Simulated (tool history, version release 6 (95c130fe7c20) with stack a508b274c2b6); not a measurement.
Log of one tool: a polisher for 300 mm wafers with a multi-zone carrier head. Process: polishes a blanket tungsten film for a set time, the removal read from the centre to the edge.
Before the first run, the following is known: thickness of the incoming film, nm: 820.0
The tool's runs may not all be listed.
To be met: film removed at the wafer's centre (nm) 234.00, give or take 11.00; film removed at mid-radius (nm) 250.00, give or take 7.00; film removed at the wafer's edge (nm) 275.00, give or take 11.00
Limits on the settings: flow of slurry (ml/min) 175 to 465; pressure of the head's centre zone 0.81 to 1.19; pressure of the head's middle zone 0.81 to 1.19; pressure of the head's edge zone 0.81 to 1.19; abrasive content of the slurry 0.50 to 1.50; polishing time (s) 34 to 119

run,hour,flow of slurry (ml/min),pressure of the head's centre zone,pressure of the head's middle zone,pressure of the head's edge zone,abrasive content of the slurry,polishing time (s),film removed at the wafer's centre (nm),film removed at mid-radius (nm),film removed at the wafer's edge (nm)
1,0.0,295,1.00,1.00,1.00,1.00,76,332.14,329.83,335.66
2,4.3,290,0.96,0.97,0.98,0.90,75,302.86,306.77,320.01
3,5.2,290,0.96,0.93,0.98,0.90,75,296.77,293.90,314.23
4,12.0,290,0.96,0.93,0.98,0.90,90,362.64,360.79,384.52
5,19.5,290,0.96,1.00,0.98,0.90,90,355.47,379.60,372.48
6,21.0,280,0.93,0.96,0.96,0.80,87,327.33,343.66,365.71
7,27.0,285,0.91,0.97,0.96,0.55,65,224.56,242.53,249.00
8,31.2,285,0.91,0.97,0.99,0.60,65,223.77,246.45,254.75
9,35.5,285,0.91,0.96,1.00,0.65,65,233.61,248.12,261.67
10,42.4,280,0.90,0.96,1.01,0.65,65,224.89,245.54,270.31
11,44.9,285,0.90,0.96,1.01,0.65,65,223.61,248.94,262.14

Of the 4 settings listed for the next run, only one would bring every result within its allowed miss of target. Which one?
A,47.4,180,0.85,0.96,1.06,0.75,68,?,?,?
B,47.4,305,0.89,0.93,1.02,0.50,70,?,?,?
C,47.4,300,0.84,0.99,1.08,0.65,68,?,?,?
D,47.4,330,0.94,1.04,0.97,0.65,59,?,?,?

move,film removed at the wafer's centre (nm),film removed at mid-radius (nm),film removed at the wafer's edge (nm)
A,213.87,248.78,272.82
B,233.85,250.63,272.21
C,223.98,268.15,283.47
D,220.09,244.82,235.97
A: the furthest-off result lands on target, but another misses its tolerance
B: every result within its allowed miss
C: the furthest-off result lands on target, but another misses its tolerance
D: its largest miss is bigger than the last run's
Answer: B

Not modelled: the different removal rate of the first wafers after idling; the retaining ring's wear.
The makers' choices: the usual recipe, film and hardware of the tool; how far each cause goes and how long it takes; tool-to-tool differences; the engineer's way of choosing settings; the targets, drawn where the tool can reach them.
